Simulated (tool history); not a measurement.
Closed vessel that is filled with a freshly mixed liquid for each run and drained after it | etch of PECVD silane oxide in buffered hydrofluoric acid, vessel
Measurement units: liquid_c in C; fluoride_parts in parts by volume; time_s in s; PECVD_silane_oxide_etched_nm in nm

run,hour,liquid_c,fluoride_parts,time_s,PECVD_silane_oxide_etched_nm
1,0,25,15,35,45.002
2,2.9,24.5,15,35,44.394
3,4.4,24.5,12,35,55.017
4,13.7,23,12,35,49.869
5,16.8,22,12,35,48.12
6,21.3,21,12,35,45.375
7,24.3,20.5,12,35,44.54
8,33,20,12,35,43.465

Predict the results of run 9:
9,39.4,17.5,12,35,?

Run 9 yielded PECVD_silane_oxide_etched_nm 36.926 nm.
